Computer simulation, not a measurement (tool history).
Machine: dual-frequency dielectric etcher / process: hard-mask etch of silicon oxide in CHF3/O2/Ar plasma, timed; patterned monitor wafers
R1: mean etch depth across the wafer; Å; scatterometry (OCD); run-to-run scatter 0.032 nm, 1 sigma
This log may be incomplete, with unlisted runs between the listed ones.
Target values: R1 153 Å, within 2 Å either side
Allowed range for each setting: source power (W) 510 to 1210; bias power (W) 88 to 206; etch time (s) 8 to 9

Run 1, day 0: source power (W) 860, bias power (W) 147, etch time (s) 9. Result: R1 184.88 Å.
Run 2, day 0.275: source power (W) 860, bias power (W) 147, etch time (s) 9. Result: R1 185.45 Å.
Run 3, day 0.338: source power (W) 790, bias power (W) 143, etch time (s) 9. Result: R1 174.98 Å.
Run 4, day 0.704: source power (W) 740, bias power (W) 143, etch time (s) 9. Result: R1 167.51 Å.
Run 5, day 1.054: source power (W) 740, bias power (W) 169, etch time (s) 9. Result: R1 177.18 Å.
Run 6, day 1.279: source power (W) 740, bias power (W) 185, etch time (s) 9. Result: R1 182.06 Å.
Run 7, day 1.354: source power (W) 690, bias power (W) 182, etch time (s) 9. Result: R1 173.68 Å.
Run 8, day 1.6: source power (W) 650, bias power (W) 182, etch time (s) 9. Result: R1 166.85 Å.
Run 9, day 1.704: source power (W) 510, bias power (W) 180, etch time (s) 9. Result: R1 139.64 Å.
Run 10, day 2.054: source power (W) 530, bias power (W) 180, etch time (s) 9. Result: R1 144.17 Å.
Run 11, day 2.3: source power (W) 540, bias power (W) 180, etch time (s) 9. Result: R1 146.34 Å.
Run 12, day 2.633: source power (W) 550, bias power (W) 180, etch time (s) 9. Result: R1 148.42 Å.
Run 13, day 2.771: source power (W) 560, bias power (W) 180, etch time (s) 9. Result: R1 149.98 Å.

5 next moves are on the table. One of them brings every result within its allowed miss. Which?
Run A, day 2.908: source power (W) 670, bias power (W) 186, etch time (s) 8. Result: R1 ?.
Run B, day 2.908: source power (W) 570, bias power (W) 196, etch time (s) 8.5. Result: R1 ?.
Run C, day 2.908: source power (W) 520, bias power (W) 197, etch time (s) 9. Result: R1 ?.
Run D, day 2.908: source power (W) 510, bias power (W) 206, etch time (s) 9. Result: R1 ?.
Run E, day 2.908: source power (W) 580, bias power (W) 161, etch time (s) 9. Result: R1 ?.

move      R1
   A  152.22
   B  147.75
   C  146.48
   D  146.49
   E  148.58
A: meets every target
B: moves away from the targets compared with the last run
C: moves away from the targets compared with the last run
D: moves away from the targets compared with the last run
E: moves away from the targets compared with the last run
A meets every target.
